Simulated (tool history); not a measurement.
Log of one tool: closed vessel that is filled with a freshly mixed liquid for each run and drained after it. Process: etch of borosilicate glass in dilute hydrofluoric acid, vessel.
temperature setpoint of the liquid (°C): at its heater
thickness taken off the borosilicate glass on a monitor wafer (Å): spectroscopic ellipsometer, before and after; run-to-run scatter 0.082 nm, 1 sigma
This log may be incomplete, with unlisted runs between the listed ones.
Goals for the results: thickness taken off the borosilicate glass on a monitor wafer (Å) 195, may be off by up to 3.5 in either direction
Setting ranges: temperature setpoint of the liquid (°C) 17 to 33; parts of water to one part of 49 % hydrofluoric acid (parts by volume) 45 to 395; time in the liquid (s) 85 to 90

| run | hour | temperature setpoint of the liquid (°C) | parts of water to one part of 49 % hydrofluoric acid (parts by volume) | time in the liquid (s) | thickness taken off the borosilicate glass on a monitor wafer (Å) |
|---|---|---|---|---|---|
| 1 | 0 | 25 | 220 | 85 | 95.015 |
| 2 | 1.7 | 25 | 220 | 85 | 95.19 |
| 3 | 8.5 | 25 | 180 | 85 | 121.85 |
| 4 | 11.2 | 26 | 175 | 85 | 130.31 |
| 5 | 14.4 | 26 | 230 | 85 | 93.069 |
| 6 | 19.9 | 27 | 220 | 85 | 101.83 |
| 7 | 23.9 | 28 | 210 | 85 | 112.65 |
| 8 | 25.9 | 28.5 | 200 | 85 | 121.57 |
| 9 | 31.3 | 29 | 190 | 85 | 131.34 |
| 10 | 39.1 | 29 | 190 | 85 | 131.03 |
| 11 | 46.4 | 29.5 | 185 | 85 | 137.63 |
| 12 | 49.3 | 30 | 180 | 85 | 146.09 |
| 13 | 54.7 | 30.5 | 175 | 85 | 152.8 |
| 14 | 62.2 | 33 | 140 | 85 | 219.26 |
| 15 | 63.4 | 32.5 | 140 | 85 | 215.78 |
| 16 | 65.6 | 29 | 140 | 85 | 191.11 |

4 next moves are on the table. One of them brings every result within its allowed miss. Which?
| A | 67.8 | 29.5 | 145 | 85 | ? |
| B | 67.8 | 24.5 | 125 | 90 | ? |
| C | 67.8 | 28.5 | 140 | 85 | ? |
| D | 67.8 | 27.5 | 135 | 85 | ? |

| move | thickness taken off the borosilicate glass on a monitor wafer (Å) |
|---|---|
| A | 184.7 |
| B | 192.84 |
| C | 185.63 |
| D | 186.69 |
A: misses by more than the last run did
B: each result inside its tolerance
C: misses by more than the last run did
D: misses by more than the last run did
So the answer is move B, the one that meets all the targets.
